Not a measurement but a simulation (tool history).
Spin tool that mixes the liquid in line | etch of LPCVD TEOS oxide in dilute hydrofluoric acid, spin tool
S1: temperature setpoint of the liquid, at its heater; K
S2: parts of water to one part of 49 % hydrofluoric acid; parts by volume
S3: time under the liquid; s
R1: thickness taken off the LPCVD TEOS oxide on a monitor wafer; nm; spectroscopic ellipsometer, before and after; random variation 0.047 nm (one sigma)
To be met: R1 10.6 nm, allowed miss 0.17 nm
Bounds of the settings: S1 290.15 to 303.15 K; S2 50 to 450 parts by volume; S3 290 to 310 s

{"run": 1, "day": 0.0, "S1": 295.15, "S2": 250, "S3": 290, "R1": 14.381}
{"run": 2, "day": 0.096, "S1": 295.15, "S2": 250, "S3": 310, "R1": 15.452}
{"run": 3, "day": 0.154, "S1": 294.15, "S2": 260, "S3": 310, "R1": 14.266}
{"run": 4, "day": 0.204, "S1": 293.15, "S2": 265, "S3": 310, "R1": 13.275}
{"run": 5, "day": 0.442, "S1": 293.15, "S2": 265, "S3": 310, "R1": 13.38}
{"run": 6, "day": 0.767, "S1": 291.65, "S2": 265, "S3": 310, "R1": 12.65}
{"run": 7, "day": 1.058, "S1": 291.15, "S2": 270, "S3": 310, "R1": 12.17}
{"run": 8, "day": 1.342, "S1": 291.15, "S2": 275, "S3": 310, "R1": 11.762}
{"run": 9, "day": 1.479, "S1": 291.15, "S2": 280, "S3": 310, "R1": 11.521}

5 next moves are on the table. One of them brings every result within its allowed miss. Which?
{"run": "A", "day": 1.617, "S1": 290.15, "S2": 250, "S3": 295, "R1": "?"}
{"run": "B", "day": 1.617, "S1": 291.15, "S2": 255, "S3": 295, "R1": "?"}
{"run": "C", "day": 1.617, "S1": 290.15, "S2": 285, "S3": 300, "R1": "?"}
{"run": "D", "day": 1.617, "S1": 290.15, "S2": 295, "S3": 305, "R1": "?"}
{"run": "E", "day": 1.617, "S1": 291.65, "S2": 295, "S3": 290, "R1": "?"}

move=A R1=12.247
move=B R1=12.424
move=C R1=10.602
move=D R1=10.326
move=E R1=10.388
A: further off than the last run
B: further off than the last run
C: meets every target
D: takes the result that was furthest off past its target
E: takes the result that was furthest off past its target
The right move is C.

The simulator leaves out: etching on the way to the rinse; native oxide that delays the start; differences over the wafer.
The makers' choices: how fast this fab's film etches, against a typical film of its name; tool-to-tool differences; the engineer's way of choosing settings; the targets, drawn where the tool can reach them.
